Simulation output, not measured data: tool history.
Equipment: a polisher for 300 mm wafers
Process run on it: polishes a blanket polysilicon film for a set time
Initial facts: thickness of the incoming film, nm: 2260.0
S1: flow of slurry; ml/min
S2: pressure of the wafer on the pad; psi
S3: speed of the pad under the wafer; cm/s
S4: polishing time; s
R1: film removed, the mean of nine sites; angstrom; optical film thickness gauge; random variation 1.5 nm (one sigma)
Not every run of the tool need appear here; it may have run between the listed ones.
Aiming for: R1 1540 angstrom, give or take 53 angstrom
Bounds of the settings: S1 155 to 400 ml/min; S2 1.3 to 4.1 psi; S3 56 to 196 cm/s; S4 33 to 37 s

run 1 hour=0 | S1=255 S2=2.7 S3=126 S4=37 | R1=3311.7
run 2 hour=2.1 | S1=255 S2=2.4 S3=118 S4=37 | R1=2804.7
run 3 hour=8.3 | S1=255 S2=2.2 S3=118 S4=37 | R1=2598.4
run 4 hour=10.6 | S1=255 S2=2.2 S3=118 S4=33 | R1=2316.8
run 5 hour=16 | S1=255 S2=2 S3=116 S4=33 | R1=2080.5
run 6 hour=20.7 | S1=255 S2=2 S3=116 S4=37 | R1=2341
run 7 hour=25.7 | S1=255 S2=1.8 S3=112 S4=37 | R1=2102.6
run 8 hour=26.6 | S1=255 S2=1.7 S3=108 S4=37 | R1=1924.4
run 9 hour=29 | S1=255 S2=1.6 S3=106 S4=37 | R1=1819.6
run 10 hour=35.1 | S1=255 S2=1.5 S3=104 S4=37 | R1=1692.8
run 11 hour=36.2 | S1=255 S2=1.4 S3=104 S4=37 | R1=1625.5

Pick the move, out of 4, that brings all results within their allowed miss; only one does.
run A hour=37.3 | S1=260 S2=1.5 S3=94 S4=37 | R1=?
run B hour=37.3 | S1=215 S2=1.8 S3=90 S4=37 | R1=?
run C hour=37.3 | S1=235 S2=1.6 S3=104 S4=37 | R1=?
run D hour=37.3 | S1=340 S2=1.6 S3=98 S4=37 | R1=?

move=A R1=1560.1
move=B R1=1689.9
move=C R1=1789.4
move=D R1=1735.3
A: all results in spec
B: lands further from the targets than the last run did
C: lands further from the targets than the last run did
D: lands further from the targets than the last run did
A meets every target.

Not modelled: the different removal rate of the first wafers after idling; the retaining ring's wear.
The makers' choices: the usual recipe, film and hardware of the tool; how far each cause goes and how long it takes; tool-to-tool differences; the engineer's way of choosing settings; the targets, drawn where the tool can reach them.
